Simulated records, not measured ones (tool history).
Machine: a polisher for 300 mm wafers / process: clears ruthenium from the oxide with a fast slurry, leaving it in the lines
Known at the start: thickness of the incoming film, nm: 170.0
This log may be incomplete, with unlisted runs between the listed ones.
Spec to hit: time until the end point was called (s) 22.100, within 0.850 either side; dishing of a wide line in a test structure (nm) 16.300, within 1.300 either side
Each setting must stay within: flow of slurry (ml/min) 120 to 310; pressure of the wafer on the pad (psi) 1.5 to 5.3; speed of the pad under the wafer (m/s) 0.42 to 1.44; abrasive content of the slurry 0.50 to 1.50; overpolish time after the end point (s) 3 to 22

run,hour,flow of slurry (ml/min),pressure of the wafer on the pad (psi),speed of the pad under the wafer (m/s),abrasive content of the slurry,overpolish time after the end point (s),time until the end point was called (s),dishing of a wide line in a test structure (nm)
1,0.0,200,3.4,0.92,1.00,11,27.685,23.049
2,5.3,200,3.5,0.92,1.00,9,27.266,21.852
3,8.4,200,3.5,0.92,1.00,5,27.248,15.789
4,14.9,200,3.5,0.92,1.00,7,27.050,19.329
5,19.1,200,3.8,0.92,1.00,7,25.600,19.954
6,23.3,200,3.8,0.94,1.00,6,24.923,19.112
7,24.7,200,3.8,0.96,1.00,5,24.885,17.287
8,26.7,200,3.9,0.96,1.00,5,23.825,17.390
9,32.6,200,4.0,0.96,1.00,5,23.129,17.516

Pick the move, out of 4, that brings all results within their allowed miss; only one does.
A,38.5,180,3.4,1.32,1.05,4,?,?
B,38.5,265,3.5,1.12,1.00,6,?,?
C,38.5,225,4.1,1.06,1.10,6,?,?
D,38.5,205,4.4,0.94,1.00,6,?,?

move,time until the end point was called (s),dishing of a wide line in a test structure (nm)
A,21.779,16.488
B,23.340,19.630
C,20.606,20.711
D,21.610,20.306
A: all results in spec
B: misses by more than the last run did
C: the result that was furthest off in the last run now lies on the other side of its target
D: brings the result that was furthest off to its target, and leaves another outside
The right move is A.

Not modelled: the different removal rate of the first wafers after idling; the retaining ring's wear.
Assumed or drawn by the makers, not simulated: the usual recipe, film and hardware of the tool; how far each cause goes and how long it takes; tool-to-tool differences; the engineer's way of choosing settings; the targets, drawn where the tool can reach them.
